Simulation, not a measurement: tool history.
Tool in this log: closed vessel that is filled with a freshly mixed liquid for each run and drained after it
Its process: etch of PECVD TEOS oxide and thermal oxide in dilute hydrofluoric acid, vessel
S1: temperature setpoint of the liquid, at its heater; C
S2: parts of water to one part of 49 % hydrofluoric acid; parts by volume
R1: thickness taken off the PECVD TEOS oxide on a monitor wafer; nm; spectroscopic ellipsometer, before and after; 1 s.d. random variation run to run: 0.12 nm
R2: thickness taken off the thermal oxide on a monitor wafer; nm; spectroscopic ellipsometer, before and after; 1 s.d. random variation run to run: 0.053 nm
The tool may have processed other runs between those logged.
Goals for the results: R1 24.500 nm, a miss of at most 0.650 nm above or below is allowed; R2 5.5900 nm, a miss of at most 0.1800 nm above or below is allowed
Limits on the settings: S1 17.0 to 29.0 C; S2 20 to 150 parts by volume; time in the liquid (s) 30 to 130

{"run": 1, "hour": 0.0, "S1": 21.0, "S2": 85, "time in the liquid (s)": 65, "R1": 14.913, "R2": 3.4131}
{"run": 2, "hour": 4.3, "S1": 22.5, "S2": 85, "time in the liquid (s)": 65, "R1": 15.915, "R2": 3.639}
{"run": 3, "hour": 10.3, "S1": 23.5, "S2": 85, "time in the liquid (s)": 65, "R1": 16.495, "R2": 3.8276}
{"run": 4, "hour": 18.4, "S1": 23.5, "S2": 85, "time in the liquid (s)": 85, "R1": 21.685, "R2": 4.9943}
{"run": 5, "hour": 25.0, "S1": 23.5, "S2": 85, "time in the liquid (s)": 55, "R1": 13.994, "R2": 3.1961}
{"run": 6, "hour": 31.3, "S1": 23.5, "S2": 105, "time in the liquid (s)": 55, "R1": 11.029, "R2": 2.5499}
{"run": 7, "hour": 35.8, "S1": 24.5, "S2": 95, "time in the liquid (s)": 55, "R1": 12.85, "R2": 2.952}
{"run": 8, "hour": 41.9, "S1": 25.0, "S2": 90, "time in the liquid (s)": 55, "R1": 13.974, "R2": 3.1747}
{"run": 9, "hour": 43.6, "S1": 25.5, "S2": 85, "time in the liquid (s)": 55, "R1": 15.248, "R2": 3.4935}
{"run": 10, "hour": 47.5, "S1": 26.0, "S2": 80, "time in the liquid (s)": 55, "R1": 16.497, "R2": 3.8064}
{"run": 11, "hour": 49.6, "S1": 26.5, "S2": 75, "time in the liquid (s)": 55, "R1": 18.226, "R2": 4.1113}

Of the 4 settings listed for the next run, only one would bring every result within its allowed miss of target. Which one?
{"run": "A", "hour": 51.7, "S1": 27.5, "S2": 65, "time in the liquid (s)": 65, "R1": "?", "R2": "?"}
{"run": "B", "hour": 51.7, "S1": 25.5, "S2": 65, "time in the liquid (s)": 70, "R1": "?", "R2": "?"}
{"run": "C", "hour": 51.7, "S1": 27.0, "S2": 95, "time in the liquid (s)": 100, "R1": "?", "R2": "?"}
{"run": "D", "hour": 51.7, "S1": 25.5, "S2": 50, "time in the liquid (s)": 50, "R1": "?", "R2": "?"}

move=A R1=26.186 R2=5.9985
move=B R1=26.041 R2=5.9652
move=C R1=25.943 R2=5.9427
move=D R1=24.680 R2=5.6534
A: pushes the last run's worst result past its target
B: pushes the last run's worst result past its target
C: pushes the last run's worst result past its target
D: all results in spec
D meets every target.
